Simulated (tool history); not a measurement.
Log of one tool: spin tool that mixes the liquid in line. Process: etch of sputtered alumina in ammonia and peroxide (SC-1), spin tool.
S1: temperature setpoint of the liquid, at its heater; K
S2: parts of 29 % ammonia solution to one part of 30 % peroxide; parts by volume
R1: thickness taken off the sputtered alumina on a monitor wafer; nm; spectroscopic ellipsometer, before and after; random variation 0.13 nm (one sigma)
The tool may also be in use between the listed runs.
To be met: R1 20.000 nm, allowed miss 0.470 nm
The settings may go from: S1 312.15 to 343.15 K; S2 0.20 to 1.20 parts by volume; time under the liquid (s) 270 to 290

{"run": 1, "hour": 0.0, "S1": 328.15, "S2": 0.75, "time under the liquid (s)": 270, "R1": 15.16}
{"run": 2, "hour": 4.9, "S1": 328.15, "S2": 1.0, "time under the liquid (s)": 270, "R1": 15.775}
{"run": 3, "hour": 6.5, "S1": 328.65, "S2": 1.0, "time under the liquid (s)": 270, "R1": 16.12}
{"run": 4, "hour": 14.8, "S1": 329.15, "S2": 1.0, "time under the liquid (s)": 270, "R1": 16.335}
{"run": 5, "hour": 22.2, "S1": 329.15, "S2": 0.85, "time under the liquid (s)": 270, "R1": 16.307}
{"run": 6, "hour": 24.2, "S1": 329.65, "S2": 0.85, "time under the liquid (s)": 270, "R1": 16.828}
{"run": 7, "hour": 26.6, "S1": 330.15, "S2": 0.85, "time under the liquid (s)": 270, "R1": 17.1}
{"run": 8, "hour": 27.7, "S1": 330.65, "S2": 0.85, "time under the liquid (s)": 270, "R1": 17.628}
{"run": 9, "hour": 33.0, "S1": 331.15, "S2": 0.85, "time under the liquid (s)": 270, "R1": 17.997}
{"run": 10, "hour": 37.6, "S1": 332.15, "S2": 0.85, "time under the liquid (s)": 270, "R1": 19.188}

5 next moves are on the table. One of them brings every result within its allowed miss. Which?
{"run": "A", "hour": 42.2, "S1": 334.65, "S2": 0.85, "time under the liquid (s)": 270, "R1": "?"}
{"run": "B", "hour": 42.2, "S1": 332.15, "S2": 0.75, "time under the liquid (s)": 270, "R1": "?"}
{"run": "C", "hour": 42.2, "S1": 332.15, "S2": 0.75, "time under the liquid (s)": 285, "R1": "?"}
{"run": "D", "hour": 42.2, "S1": 334.65, "S2": 0.7, "time under the liquid (s)": 270, "R1": "?"}
{"run": "E", "hour": 42.2, "S1": 331.15, "S2": 0.8, "time under the liquid (s)": 285, "R1": "?"}

move=A R1=21.633
move=B R1=18.810
move=C R1=19.855
move=D R1=21.240
move=E R1=18.967
A: takes the result that was furthest off past its target
B: further off than the last run
C: meets every target
D: takes the result that was furthest off past its target
E: further off than the last run
Answer: C

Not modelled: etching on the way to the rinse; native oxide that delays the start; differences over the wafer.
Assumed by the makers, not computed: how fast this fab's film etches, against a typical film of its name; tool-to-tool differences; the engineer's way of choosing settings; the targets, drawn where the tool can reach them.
